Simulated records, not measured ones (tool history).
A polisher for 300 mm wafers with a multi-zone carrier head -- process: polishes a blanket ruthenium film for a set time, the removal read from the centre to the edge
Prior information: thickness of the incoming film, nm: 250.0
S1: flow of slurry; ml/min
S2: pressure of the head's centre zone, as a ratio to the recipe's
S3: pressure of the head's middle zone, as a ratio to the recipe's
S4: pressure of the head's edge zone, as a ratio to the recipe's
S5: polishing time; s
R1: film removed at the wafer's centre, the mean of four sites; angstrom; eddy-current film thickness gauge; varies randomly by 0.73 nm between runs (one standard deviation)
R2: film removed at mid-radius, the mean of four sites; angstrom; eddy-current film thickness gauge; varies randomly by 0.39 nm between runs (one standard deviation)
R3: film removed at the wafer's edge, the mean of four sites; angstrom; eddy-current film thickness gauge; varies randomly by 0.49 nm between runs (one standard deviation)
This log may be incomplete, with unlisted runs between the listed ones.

| run | day | S1 | S2 | S3 | S4 | S5 | R1 | R2 | R3 |
|---|---|---|---|---|---|---|---|---|---|
| 1 | 0 | 135 | 1 | 1 | 1 | 41 | 655.35 | 629.85 | 620.66 |
| 2 | 0.25 | 130 | 1 | 1 | 0.98 | 41 | 620.95 | 619.37 | 618.52 |
| 3 | 0.308 | 130 | 1.01 | 1 | 0.97 | 40 | 625.51 | 610.53 | 608.83 |
| 4 | 0.496 | 135 | 1.01 | 1 | 0.97 | 39 | 616.28 | 599.15 | 591.91 |
| 5 | 0.692 | 135 | 1.06 | 1 | 0.97 | 39 | 647.47 | 603.33 | 605.98 |
| 6 | 1 | 135 | 1.06 | 1 | 0.97 | 44 | 744.6 | 677.21 | 656.09 |
| 7 | 1.183 | 140 | 1.06 | 1 | 0.96 | 43 | 737.33 | 671.82 | 658.08 |

The next listed run, before its measurement:
| 8 | 1.221 | 140 | 1.06 | 1 | 0.95 | 42 | ? | ? | ? |

{"run 8": {"R1": 690.53, "R2": 646.87, "R3": 636.36}}
